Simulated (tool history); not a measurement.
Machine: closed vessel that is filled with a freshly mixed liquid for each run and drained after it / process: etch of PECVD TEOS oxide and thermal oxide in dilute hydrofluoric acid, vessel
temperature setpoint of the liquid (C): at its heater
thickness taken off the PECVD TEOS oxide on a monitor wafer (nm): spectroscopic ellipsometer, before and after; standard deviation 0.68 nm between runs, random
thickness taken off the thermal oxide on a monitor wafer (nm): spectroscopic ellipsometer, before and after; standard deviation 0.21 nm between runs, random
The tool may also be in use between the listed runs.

run	hour	temperature setpoint of the liquid (C)	parts of water to one part of 49 % hydrofluoric acid (parts by volume)	time in the liquid (s)	thickness taken off the PECVD TEOS oxide on a monitor wafer (nm)	thickness taken off the thermal oxide on a monitor wafer (nm)
1	0	22	270	1175	50.316	14.965
2	8.6	22	180	1175	83.34	24.385
3	16.8	25.5	180	1175	96.032	27.559
4	17.8	25.5	120	1175	152.29	44.419
5	22.4	27.5	120	1175	165.1	49.277
6	24.7	25.5	130	1175	140.7	41.475
7	32.1	24	140	1175	118.71	35.602
8	37.3	20	170	1160	81.481	24.225
9	43	19.5	170	1160	80.784	23.417
10	51.4	18.5	185	1160	70.201	20.489

For run 11, what comes out?
11	56	18.5	185	1160	?	?

{"run 11": {"thickness taken off the PECVD TEOS oxide on a monitor wafer (nm)": 69.36, "thickness taken off the thermal oxide on a monitor wafer (nm)": 20.215}}
